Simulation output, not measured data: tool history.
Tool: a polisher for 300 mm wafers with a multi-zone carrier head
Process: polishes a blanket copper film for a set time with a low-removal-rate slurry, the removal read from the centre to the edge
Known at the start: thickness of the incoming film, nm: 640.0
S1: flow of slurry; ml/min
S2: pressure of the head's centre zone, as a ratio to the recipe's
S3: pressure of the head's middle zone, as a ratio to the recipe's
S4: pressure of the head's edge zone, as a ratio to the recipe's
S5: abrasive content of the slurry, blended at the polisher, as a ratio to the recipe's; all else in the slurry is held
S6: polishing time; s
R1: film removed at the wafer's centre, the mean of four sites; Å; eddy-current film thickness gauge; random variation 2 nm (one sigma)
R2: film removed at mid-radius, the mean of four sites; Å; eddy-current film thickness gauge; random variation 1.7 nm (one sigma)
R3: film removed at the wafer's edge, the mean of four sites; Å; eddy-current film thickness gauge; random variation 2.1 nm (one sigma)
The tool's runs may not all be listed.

run	day	S1	S2	S3	S4	S5	S6	R1	R2	R3
1	0	190	1	1	1	1	76	1857.6	1763.2	1835.8
2	0.308	190	1	1	1	1	83	2041.3	1949.9	1995.3
3	0.4	180	0.95	0.99	0.98	0.9	83	1866.4	1840.1	1897.5
4	0.608	170	0.91	0.99	0.97	0.9	83	1765.2	1841.5	1867.5
5	0.75	165	0.88	0.98	0.96	0.9	83	1680.9	1808.4	1863.8
6	1.083	165	0.88	0.98	0.9	0.9	83	1640.4	1807.5	1804.6

The next listed run, before its measurement:
7	1.458	160	0.87	0.97	0.89	0.9	83	?	?	?

{"run 7": {"R1": 1644, "R2": 1790.4, "R3": 1767.5}}
